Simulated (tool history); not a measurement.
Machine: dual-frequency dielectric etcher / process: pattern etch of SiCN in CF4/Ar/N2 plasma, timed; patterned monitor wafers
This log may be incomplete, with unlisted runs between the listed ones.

run,hour,source power (W),bias power (W),Ar flow (sccm),CF4 flow (sccm),etch time (s),mean etch depth across the wafer (Å)
1,0,350,75,84,51,106,689.44
2,4,350,75,70,51,106,698.22
3,13,320,75,70,51,106,663.93
4,18.7,310,75,70,51,106,651.81
5,23.6,310,75,70,51,111,683.77
6,26,300,75,70,51,111,673.2
7,32.8,290,75,70,51,111,657.46
8,41.7,280,75,70,51,111,645.92

Run 9 comes next. What will it give?
9,48.2,270,75,70,51,111,?

{"run 9": {"mean etch depth across the wafer (Å)": 633.71}}
